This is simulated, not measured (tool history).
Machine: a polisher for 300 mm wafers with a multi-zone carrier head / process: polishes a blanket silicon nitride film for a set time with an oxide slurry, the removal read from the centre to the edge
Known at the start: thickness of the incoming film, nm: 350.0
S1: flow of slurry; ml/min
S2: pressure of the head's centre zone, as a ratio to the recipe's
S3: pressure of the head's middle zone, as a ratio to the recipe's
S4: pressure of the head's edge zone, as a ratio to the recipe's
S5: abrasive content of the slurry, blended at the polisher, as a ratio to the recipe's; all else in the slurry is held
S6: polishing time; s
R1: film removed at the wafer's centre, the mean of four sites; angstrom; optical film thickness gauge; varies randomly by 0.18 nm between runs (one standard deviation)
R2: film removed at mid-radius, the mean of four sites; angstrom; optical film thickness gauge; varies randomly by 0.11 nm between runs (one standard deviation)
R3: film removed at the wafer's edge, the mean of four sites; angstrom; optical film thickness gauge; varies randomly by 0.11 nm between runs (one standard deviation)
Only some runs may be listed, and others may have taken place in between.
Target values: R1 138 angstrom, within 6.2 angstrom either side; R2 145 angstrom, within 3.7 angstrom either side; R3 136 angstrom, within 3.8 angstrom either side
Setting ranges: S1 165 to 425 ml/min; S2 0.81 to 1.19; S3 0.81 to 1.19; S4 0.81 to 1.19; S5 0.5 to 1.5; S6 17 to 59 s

run	day	S1	S2	S3	S4	S5	S6	R1	R2	R3
1	0	275	1	1	1	1	38	258.84	259.5	262.68
2	0.258	275	0.99	1	0.96	0.85	35	216.53	217.94	216.38
3	0.317	310	0.99	1	0.96	0.85	35	216.37	221.85	218.47
4	0.662	310	0.99	1	0.96	0.85	41	261.17	263.16	252.79
5	0.762	310	0.99	1	0.96	0.75	41	236.84	240.77	236.68
# day 0.929: slurry nozzle cleaned
6	0.929	310	0.99	1	0.96	0.75	33	195.23	199.09	192.66
7	1.229	325	0.97	0.99	0.94	0.7	32	181.18	186.22	179.35
8	1.483	325	0.97	0.99	0.94	0.7	32	178.15	184.52	177.98
9	1.817	325	0.97	0.99	0.94	0.7	32	178.87	184.95	177.12
10	1.892	335	0.95	0.97	0.91	0.65	32	163.59	174	165.28
11	2.021	345	0.95	0.95	0.88	0.6	32	157.2	159.27	156.42
12	2.275	350	0.94	0.95	0.86	0.55	32	144.87	151.73	143.96
13	2.517	350	0.94	0.95	0.85	0.55	32	148.1	149.91	144.84
14	2.604	350	0.93	0.95	0.84	0.55	32	146.42	149.14	143.48
15	2.804	355	0.92	0.95	0.83	0.55	32	147	150.21	141.03

Of the 4 settings listed for the next run, only one would bring every result within its allowed miss of target. Which one?
A	3.004	425	0.95	1.01	0.91	0.55	29	?	?	?
B	3.004	315	0.88	1.01	0.81	0.5	35	?	?	?
C	3.004	330	1.02	0.93	0.81	0.6	29	?	?	?
D	3.004	345	0.89	1.02	0.81	0.65	27	?	?	?

move	R1	R2	R3
A	136.73	144.49	136.01
B	138.11	158.07	141.84
C	153.9	141.55	136.26
D	132.85	151.47	134.56
A: each result inside its tolerance
B: meets the target for the result that was furthest off, but another lies outside its allowed miss
C: further off than the last run
D: meets the target for the result that was furthest off, but another lies outside its allowed miss
A meets every target.

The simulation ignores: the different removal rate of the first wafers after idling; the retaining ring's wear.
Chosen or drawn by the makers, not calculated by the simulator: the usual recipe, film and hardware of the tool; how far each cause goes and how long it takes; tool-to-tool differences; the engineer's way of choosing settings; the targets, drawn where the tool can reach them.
